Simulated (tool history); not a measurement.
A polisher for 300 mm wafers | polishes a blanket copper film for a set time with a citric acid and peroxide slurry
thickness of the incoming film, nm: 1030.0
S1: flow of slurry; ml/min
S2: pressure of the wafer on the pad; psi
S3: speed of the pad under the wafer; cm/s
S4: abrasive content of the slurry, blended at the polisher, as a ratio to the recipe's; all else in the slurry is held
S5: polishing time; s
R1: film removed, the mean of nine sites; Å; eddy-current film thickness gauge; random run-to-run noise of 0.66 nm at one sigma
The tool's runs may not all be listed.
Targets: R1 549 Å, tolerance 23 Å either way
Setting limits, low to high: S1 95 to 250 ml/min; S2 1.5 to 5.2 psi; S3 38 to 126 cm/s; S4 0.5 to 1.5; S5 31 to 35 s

run,hour,S1,S2,S3,S4,S5,R1
1,0,160,3.3,82,1,35,852.42
2,4.9,160,3.3,82,0.85,35,791.28
3,6.3,160,3.3,82,0.85,31,710.68
4,9.8,160,3.3,82,0.75,31,682.62
5,18.4,160,3.3,82,0.75,31,691.75
6,19.9,160,3.1,82,0.75,31,643.06
7,27.1,160,3,82,0.75,31,622.55
8,32.5,160,2.9,82,0.75,31,595.84

Of the 4 settings listed for the next run, only one would bring every result within its allowed miss of target. Which one?
A,37.9,145,2.7,76,0.6,35,?
B,37.9,160,3.1,84,0.7,31,?
C,37.9,210,2.8,84,1.05,31,?
D,37.9,150,3.6,72,0.9,31,?

move,R1
A,559.25
B,650.04
C,675.16
D,688.07
A: all results in spec
B: the biggest miss grows against the last run
C: the biggest miss grows against the last run
D: the biggest miss grows against the last run
Correct choice: A, which meets every target
